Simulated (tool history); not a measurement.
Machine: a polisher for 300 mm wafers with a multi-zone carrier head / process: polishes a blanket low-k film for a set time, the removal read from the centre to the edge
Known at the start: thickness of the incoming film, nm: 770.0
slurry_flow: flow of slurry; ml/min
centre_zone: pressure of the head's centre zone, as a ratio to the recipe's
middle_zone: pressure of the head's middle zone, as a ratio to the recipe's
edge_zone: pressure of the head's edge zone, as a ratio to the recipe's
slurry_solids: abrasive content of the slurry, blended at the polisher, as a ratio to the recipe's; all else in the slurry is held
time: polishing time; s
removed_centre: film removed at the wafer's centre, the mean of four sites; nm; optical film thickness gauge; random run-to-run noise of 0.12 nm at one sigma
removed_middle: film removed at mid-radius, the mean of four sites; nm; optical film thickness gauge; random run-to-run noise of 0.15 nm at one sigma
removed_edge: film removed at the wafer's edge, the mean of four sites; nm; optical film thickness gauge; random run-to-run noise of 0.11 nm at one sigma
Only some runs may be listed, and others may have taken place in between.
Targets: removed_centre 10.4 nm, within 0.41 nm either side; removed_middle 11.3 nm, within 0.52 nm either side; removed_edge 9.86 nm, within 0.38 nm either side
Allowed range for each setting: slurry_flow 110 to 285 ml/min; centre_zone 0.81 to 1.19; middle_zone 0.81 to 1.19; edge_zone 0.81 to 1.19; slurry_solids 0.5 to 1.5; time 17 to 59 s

run 1 hour=0 | slurry_flow=180 centre_zone=1 middle_zone=1 edge_zone=1 slurry_solids=1 time=38 | removed_centre=15.048 removed_middle=14.612 removed_edge=14.597
run 2 hour=3.7 | slurry_flow=180 centre_zone=0.99 middle_zone=1.02 edge_zone=0.97 slurry_solids=0.9 time=37 | removed_centre=13.645 removed_middle=13.547 removed_edge=13.704
run 3 hour=5 | slurry_flow=180 centre_zone=0.99 middle_zone=1.02 edge_zone=0.97 slurry_solids=0.9 time=46 | removed_centre=16.878 removed_middle=17.086 removed_edge=16.673
run 4 hour=7.6 | slurry_flow=180 centre_zone=1 middle_zone=1.06 edge_zone=0.93 slurry_solids=0.8 time=43 | removed_centre=14.468 removed_middle=15.353 removed_edge=14.255
run 5 hour=13.8 | slurry_flow=180 centre_zone=1.05 middle_zone=1.06 edge_zone=0.93 slurry_solids=0.8 time=43 | removed_centre=15.084 removed_middle=14.952 removed_edge=13.835
run 6 hour=19 | slurry_flow=170 centre_zone=1.05 middle_zone=1.07 edge_zone=0.91 slurry_solids=0.75 time=42 | removed_centre=14.24 removed_middle=14.179 removed_edge=12.877
run 7 hour=20.2 | slurry_flow=165 centre_zone=1.04 middle_zone=1.08 edge_zone=0.89 slurry_solids=0.7 time=41 | removed_centre=12.981 removed_middle=13.087 removed_edge=11.882
run 8 hour=22.8 | slurry_flow=150 centre_zone=0.99 middle_zone=1.13 edge_zone=0.81 slurry_solids=0.5 time=40 | removed_centre=8.6471 removed_middle=9.8299 removed_edge=8.1179
run 9 hour=27.1 | slurry_flow=150 centre_zone=0.99 middle_zone=1.13 edge_zone=0.81 slurry_solids=0.5 time=40 | removed_centre=8.757 removed_middle=9.3469 removed_edge=8.0713
run 10 hour=32.7 | slurry_flow=200 centre_zone=1.02 middle_zone=1.19 edge_zone=0.91 slurry_solids=0.7 time=40 | removed_centre=12.945 removed_middle=14.528 removed_edge=11.782
run 11 hour=33.9 | slurry_flow=150 centre_zone=1 middle_zone=1.13 edge_zone=0.87 slurry_solids=0.7 time=40 | removed_centre=11.899 removed_middle=13.159 removed_edge=11.235
run 12 hour=36.3 | slurry_flow=160 centre_zone=0.99 middle_zone=1.12 edge_zone=0.86 slurry_solids=0.7 time=40 | removed_centre=11.97 removed_middle=12.993 removed_edge=11.624
run 13 hour=37.4 | slurry_flow=155 centre_zone=0.99 middle_zone=1.11 edge_zone=0.88 slurry_solids=0.7 time=40 | removed_centre=11.944 removed_middle=13.195 removed_edge=11.198
run 14 hour=38.5 | slurry_flow=150 centre_zone=0.99 middle_zone=1.1 edge_zone=0.87 slurry_solids=0.7 time=40 | removed_centre=12.012 removed_middle=12.798 removed_edge=11.315
run 15 hour=44.6 | slurry_flow=155 centre_zone=0.99 middle_zone=1.1 edge_zone=0.86 slurry_solids=0.7 time=40 | removed_centre=12.134 removed_middle=13.017 removed_edge=11.153

4 next moves are on the table. One of them brings every result within its allowed miss. Which?
run A hour=50.7 | slurry_flow=165 centre_zone=1.08 middle_zone=1.02 edge_zone=0.92 slurry_solids=0.65 time=37 | removed_centre=? removed_middle=? removed_edge=?
run B hour=50.7 | slurry_flow=220 centre_zone=0.99 middle_zone=1.12 edge_zone=0.89 slurry_solids=0.6 time=38 | removed_centre=? removed_middle=? removed_edge=?
run C hour=50.7 | slurry_flow=140 centre_zone=0.91 middle_zone=1.13 edge_zone=0.88 slurry_solids=0.6 time=43 | removed_centre=? removed_middle=? removed_edge=?
run D hour=50.7 | slurry_flow=155 centre_zone=0.93 middle_zone=1.19 edge_zone=0.81 slurry_solids=0.65 time=38 | removed_centre=? removed_middle=? removed_edge=?

move=A removed_centre=11.4 removed_middle=10.571 removed_edge=10.352
move=B removed_centre=10.648 removed_middle=11.369 removed_edge=10.014
move=C removed_centre=10.601 removed_middle=12.233 removed_edge=10.8
move=D removed_centre=10.376 removed_middle=12.293 removed_edge=9.9555
A: closer than the last run, but not yet in spec
B: all results land within tolerance of their targets
C: brings the last run's worst result on target, with another outside its allowed miss
D: brings the last run's worst result on target, with another outside its allowed miss
B is the move that brings every result within its allowed miss.
